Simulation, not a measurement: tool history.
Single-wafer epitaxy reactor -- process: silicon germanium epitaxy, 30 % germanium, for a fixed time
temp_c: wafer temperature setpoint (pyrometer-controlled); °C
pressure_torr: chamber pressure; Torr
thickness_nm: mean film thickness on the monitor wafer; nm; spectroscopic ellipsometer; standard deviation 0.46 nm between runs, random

{"run": 1, "day": 0.0, "temp_c": 610, "pressure_torr": 15.5, "thickness_nm": 68.095}
{"run": 2, "day": 0.221, "temp_c": 610, "pressure_torr": 13.8, "thickness_nm": 64.785}
{"run": 3, "day": 0.354, "temp_c": 614, "pressure_torr": 13.9, "thickness_nm": 69.487}
{"run": 4, "day": 0.5, "temp_c": 617, "pressure_torr": 13.9, "thickness_nm": 72.683}
{"run": 5, "day": 0.775, "temp_c": 623, "pressure_torr": 13.9, "thickness_nm": 79.952}
{"day": 1.117, "done": "capacitance manometer re-zeroed and calibrated"}
{"run": 6, "day": 1.117, "temp_c": 624, "pressure_torr": 13.9, "thickness_nm": 78.175}
{"run": 7, "day": 1.433, "temp_c": 624, "pressure_torr": 13.9, "thickness_nm": 78.423}

Run 8 is up next; what results do you expect?
{"run": 8, "day": 1.479, "temp_c": 625, "pressure_torr": 13.9, "thickness_nm": "?"}

Run 8 produced thickness_nm 79.750 nm.

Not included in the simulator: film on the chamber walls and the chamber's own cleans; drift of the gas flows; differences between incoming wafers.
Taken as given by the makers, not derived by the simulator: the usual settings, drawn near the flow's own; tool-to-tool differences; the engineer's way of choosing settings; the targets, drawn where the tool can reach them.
